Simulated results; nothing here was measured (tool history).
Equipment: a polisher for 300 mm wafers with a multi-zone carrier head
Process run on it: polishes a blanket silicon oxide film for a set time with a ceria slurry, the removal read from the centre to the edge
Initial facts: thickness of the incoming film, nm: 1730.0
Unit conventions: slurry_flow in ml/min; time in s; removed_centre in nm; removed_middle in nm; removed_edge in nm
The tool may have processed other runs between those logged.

| run | hour | slurry_flow | centre_zone | middle_zone | edge_zone | time | removed_centre | removed_middle | removed_edge |
|---|---|---|---|---|---|---|---|---|---|
| 1 | 0.0 | 180 | 1.00 | 1.00 | 1.00 | 64 | 178.84 | 181.57 | 176.04 |
| 2 | 1.6 | 180 | 1.00 | 1.00 | 1.00 | 51 | 146.32 | 145.04 | 139.62 |
| 3 | 6.3 | 180 | 1.00 | 0.93 | 1.00 | 51 | 143.08 | 137.91 | 141.56 |
| 4 | 14.1 | 180 | 1.00 | 0.85 | 1.00 | 51 | 144.25 | 129.47 | 143.11 |
| 5 | 20.5 | 180 | 0.92 | 0.85 | 1.00 | 51 | 136.22 | 131.09 | 141.24 |
| 6 | 23.8 | 180 | 0.91 | 0.86 | 1.03 | 57 | 147.45 | 146.99 | 162.12 |

Run 7 is up next; what results do you expect?
| 7 | 26.0 | 185 | 0.92 | 0.88 | 1.05 | 61 | ? | ? | ? |

removed_centre: 159.46 nm
removed_middle: 157.16 nm
removed_edge: 171.20 nm
